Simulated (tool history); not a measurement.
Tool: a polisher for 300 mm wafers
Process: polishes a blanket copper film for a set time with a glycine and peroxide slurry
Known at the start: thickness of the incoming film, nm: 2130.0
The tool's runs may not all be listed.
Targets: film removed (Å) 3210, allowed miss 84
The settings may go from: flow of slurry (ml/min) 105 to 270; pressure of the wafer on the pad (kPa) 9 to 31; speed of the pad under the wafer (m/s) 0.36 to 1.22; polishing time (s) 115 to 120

run,hour,flow of slurry (ml/min),pressure of the wafer on the pad (kPa),speed of the pad under the wafer (m/s),polishing time (s),film removed (Å)
1,0,175,20,0.78,115,4507.4
2,1.9,170,18.6,0.78,115,4283.7
3,2.6,170,18.6,0.78,120,4468.9
4,9.6,170,15.9,0.78,120,3957.7
5,17.2,165,15.2,0.78,120,3827.8
6,18.4,165,15.2,0.78,120,3829.2
7,27,140,10.3,0.78,120,2905.9
8,28.9,145,10.3,0.78,120,2925.3
9,35,150,10.3,0.78,120,2962.6
10,37.4,190,11.7,0.78,120,3307.2

Which of these 4 next moves meets every target?
A,39.8,205,12.4,0.76,120,?
B,39.8,245,13.8,0.72,120,?
C,39.8,230,9.7,0.86,118,?
D,39.8,195,10.3,0.92,120,?

move,film removed (Å)
A,3381.7
B,3556.4
C,3151.9
D,3431
A: further off than the last run
B: further off than the last run
C: meets every target
D: further off than the last run
The right move is C.
